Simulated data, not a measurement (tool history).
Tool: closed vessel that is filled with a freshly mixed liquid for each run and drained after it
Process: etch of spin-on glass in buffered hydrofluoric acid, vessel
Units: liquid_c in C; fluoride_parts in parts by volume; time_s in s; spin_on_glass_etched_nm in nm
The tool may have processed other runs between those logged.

run  hour  liquid_c  fluoride_parts  time_s  spin_on_glass_etched_nm
  1   0.0      24.0            12.5      30                   68.052
  2   2.7      21.0            12.5      30                   57.162
  3  11.4      21.0            12.5      30                   56.665
  4  16.7      24.0            11.5      30                   74.203
  5  17.5      26.0            11.0      30                   85.419
  6  24.9      27.5            10.5      30                   98.086
  7  30.0      28.5            10.5      30                  103.310
  8  36.6      29.5            10.5      30                  108.140
  9  44.1      30.0            10.0      30                  116.060

Predict the results of run 10:
 10  48.8      30.5            10.0      30                        ?

spin_on_glass_etched_nm: 122.970 nm
